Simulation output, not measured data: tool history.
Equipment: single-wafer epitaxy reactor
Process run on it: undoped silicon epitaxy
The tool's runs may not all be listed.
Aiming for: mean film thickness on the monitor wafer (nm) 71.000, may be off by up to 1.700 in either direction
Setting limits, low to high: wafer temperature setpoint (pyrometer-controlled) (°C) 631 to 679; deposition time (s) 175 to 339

run  hour  wafer temperature setpoint (pyrometer-controlled) (°C)  deposition time (s)  mean film thickness on the monitor wafer (nm)
  1   0.0                                                     655                  257                                         50.877
  2   6.5                                                     659                  257                                         56.246
  3  12.4                                                     659                  285                                         62.365
  4  15.9                                                     659                  254                                         55.762
  5  22.6                                                     648                  254                                         42.284
  6  26.0                                                     654                  255                                         49.465
  7  33.0                                                     658                  256                                         54.624
  8  37.9                                                     661                  256                                         58.714
  9  40.5                                                     671                  257                                         75.308

Exactly one of the 4 candidate moves below puts every result within its allowed miss. Which one?
  A  43.1                                                     664                  272                                              ?
  B  43.1                                                     674                  257                                              ?
  C  43.1                                                     663                  298                                              ?
  D  43.1                                                     669                  238                                              ?

move  mean film thickness on the monitor wafer (nm)
   A                                         66.400
   B                                         79.555
   C                                         71.017
   D                                         65.472
A: moves the result that the last run missed by most past its target, out the other side
B: further off than the last run
C: every result within its allowed miss
D: moves the result that the last run missed by most past its target, out the other side
Correct choice: C, which meets every target

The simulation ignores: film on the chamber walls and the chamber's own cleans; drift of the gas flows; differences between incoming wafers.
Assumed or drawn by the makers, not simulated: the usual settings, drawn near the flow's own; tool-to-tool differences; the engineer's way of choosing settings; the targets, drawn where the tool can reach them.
